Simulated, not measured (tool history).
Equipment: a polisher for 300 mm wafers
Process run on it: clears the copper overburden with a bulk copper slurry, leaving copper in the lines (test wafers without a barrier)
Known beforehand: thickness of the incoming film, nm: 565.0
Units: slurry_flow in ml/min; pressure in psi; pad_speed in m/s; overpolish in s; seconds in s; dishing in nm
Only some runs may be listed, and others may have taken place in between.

run 1 day=0 | slurry_flow=230 pressure=1.7 pad_speed=0.86 slurry_solids=1 overpolish=24 | seconds=148.94 dishing=49.834
run 2 day=0.242 | slurry_flow=230 pressure=1.7 pad_speed=0.86 slurry_solids=0.9 overpolish=24 | seconds=147.5 dishing=48.468
run 3 day=0.379 | slurry_flow=230 pressure=1.8 pad_speed=0.86 slurry_solids=0.9 overpolish=24 | seconds=141.02 dishing=51.018
run 4 day=0.438 | slurry_flow=230 pressure=1.8 pad_speed=0.86 slurry_solids=0.8 overpolish=24 | seconds=141.6 dishing=50.052
run 5 day=0.55 | slurry_flow=230 pressure=1.8 pad_speed=0.86 slurry_solids=0.6 overpolish=24 | seconds=159.95 dishing=48.664
run 6 day=0.829 | slurry_flow=230 pressure=1.5 pad_speed=0.86 slurry_solids=0.6 overpolish=24 | seconds=183.13 dishing=41.031
run 7 day=1.083 | slurry_flow=230 pressure=1.7 pad_speed=0.88 slurry_solids=0.6 overpolish=23 | seconds=161.03 dishing=45.386

The next listed run, before its measurement:
run 8 day=1.342 | slurry_flow=230 pressure=1.8 pad_speed=0.88 slurry_solids=0.6 overpolish=22 | seconds=? dishing=?

Run 8 measured seconds 156.84 s, dishing 44.89 nm.

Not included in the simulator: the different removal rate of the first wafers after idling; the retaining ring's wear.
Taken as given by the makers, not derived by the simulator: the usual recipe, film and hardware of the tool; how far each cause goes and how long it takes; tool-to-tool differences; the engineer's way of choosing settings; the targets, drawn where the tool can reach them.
